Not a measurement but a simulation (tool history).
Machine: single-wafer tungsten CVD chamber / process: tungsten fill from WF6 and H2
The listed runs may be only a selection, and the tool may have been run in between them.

| run | hour | heater temperature setpoint (deg C) | chamber pressure (Torr) | deposition time (s) | mean film thickness on the monitor wafer (angstrom) |
|---|---|---|---|---|---|
| 1 | 0.0 | 380 | 39.8 | 29.4 | 661.11 |
| 2 | 5.4 | 390 | 39.8 | 29.4 | 829.08 |
| 3 | 10.1 | 390 | 39.8 | 28.1 | 791.32 |
| 4 | 19.1 | 387 | 39.7 | 28.1 | 743.38 |
| 5 | 19.8 | 387 | 39.7 | 29.4 | 771.86 |
| 6 | 26.6 | 387 | 39.7 | 29.4 | 776.20 |
| 7 | 33.8 | 384 | 39.6 | 29.4 | 723.27 |

Estimate the outcome of run 8 from the log above:
| 8 | 39.6 | 382 | 39.5 | 29.4 | ? |

mean film thickness on the monitor wafer (angstrom): 691.83
